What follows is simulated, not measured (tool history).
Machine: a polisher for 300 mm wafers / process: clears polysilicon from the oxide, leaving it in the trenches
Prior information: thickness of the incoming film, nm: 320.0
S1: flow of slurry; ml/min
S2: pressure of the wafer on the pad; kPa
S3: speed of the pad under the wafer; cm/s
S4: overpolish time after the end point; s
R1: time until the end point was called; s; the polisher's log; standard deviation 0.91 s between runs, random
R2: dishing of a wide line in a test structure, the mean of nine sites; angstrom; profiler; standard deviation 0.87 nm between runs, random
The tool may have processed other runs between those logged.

run 1 day=0 | S1=195 S2=13.1 S3=88 S4=23 | R1=35.024 R2=585.12
run 2 day=0.254 | S1=195 S2=13.1 S3=88 S4=15 | R1=34.294 R2=532.74
run 3 day=0.592 | S1=230 S2=13.1 S3=88 S4=15 | R1=33.681 R2=561.81
run 4 day=0.729 | S1=230 S2=14.5 S3=88 S4=15 | R1=31.362 R2=574.93
run 5 day=1.021 | S1=230 S2=14.5 S3=80 S4=15 | R1=34.112 R2=557.7
run 6 day=1.25 | S1=235 S2=13.8 S3=80 S4=18 | R1=35.204 R2=583.9
run 7 day=1.488 | S1=235 S2=13.1 S3=78 S4=19 | R1=37.126 R2=573.77
run 8 day=1.742 | S1=235 S2=12.4 S3=76 S4=21 | R1=39.963 R2=569.42

Run 9 is up next; what results do you expect?
run 9 day=1.996 | S1=230 S2=9.7 S3=72 S4=32 | R1=? R2=?

Run 9 came out at R1 53.976 s, R2 570.63 angstrom.
